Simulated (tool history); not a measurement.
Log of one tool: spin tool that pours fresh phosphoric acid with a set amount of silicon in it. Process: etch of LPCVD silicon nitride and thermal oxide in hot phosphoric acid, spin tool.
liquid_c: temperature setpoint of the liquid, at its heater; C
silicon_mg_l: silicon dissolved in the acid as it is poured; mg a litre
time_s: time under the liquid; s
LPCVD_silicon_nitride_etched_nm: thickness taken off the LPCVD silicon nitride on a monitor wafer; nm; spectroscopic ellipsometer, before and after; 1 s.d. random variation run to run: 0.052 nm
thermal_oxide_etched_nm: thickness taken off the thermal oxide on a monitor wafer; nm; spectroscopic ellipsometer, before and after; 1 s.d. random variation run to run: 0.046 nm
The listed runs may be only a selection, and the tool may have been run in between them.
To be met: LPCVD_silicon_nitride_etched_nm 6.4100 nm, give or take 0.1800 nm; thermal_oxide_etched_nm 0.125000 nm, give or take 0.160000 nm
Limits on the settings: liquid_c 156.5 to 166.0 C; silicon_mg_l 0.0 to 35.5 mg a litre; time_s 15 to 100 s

run,day,liquid_c,silicon_mg_l,time_s,LPCVD_silicon_nitride_etched_nm,thermal_oxide_etched_nm
1,0.000,161.0,15.5,50,4.4244,0.030153
2,0.054,161.0,15.5,40,3.5519,0.045999
3,0.083,162.0,15.5,40,3.7115,0.041661
4,0.125,163.0,11.5,45,4.2250,0.191870
5,0.212,163.5,14.0,50,4.8463,0.104740
6,0.258,165.0,14.0,50,5.1057,0.118060
7,0.625,165.0,14.5,55,5.5961,0.099755
8,0.867,165.5,14.0,60,6.1736,0.253080

Below are 5 possible settings for the next run. Only one of them brings all results inside the allowed miss of their targets. Which is it?
A,1.108,165.5,11.5,55,?,?
B,1.108,164.0,14.5,65,?,?
C,1.108,165.5,34.0,55,?,?
D,1.108,166.0,23.5,55,?,?
E,1.108,163.5,31.0,60,?,?

move,LPCVD_silicon_nitride_etched_nm,thermal_oxide_etched_nm
A,5.6583,0.115050
B,6.3654,0.113550
C,5.6583,0.055544
D,5.7516,0.086377
E,5.7796,0.059892
A: the biggest miss grows against the last run
B: hits every target within its allowed miss
C: the biggest miss grows against the last run
D: the biggest miss grows against the last run
E: the biggest miss grows against the last run
Correct choice: B, which meets every target
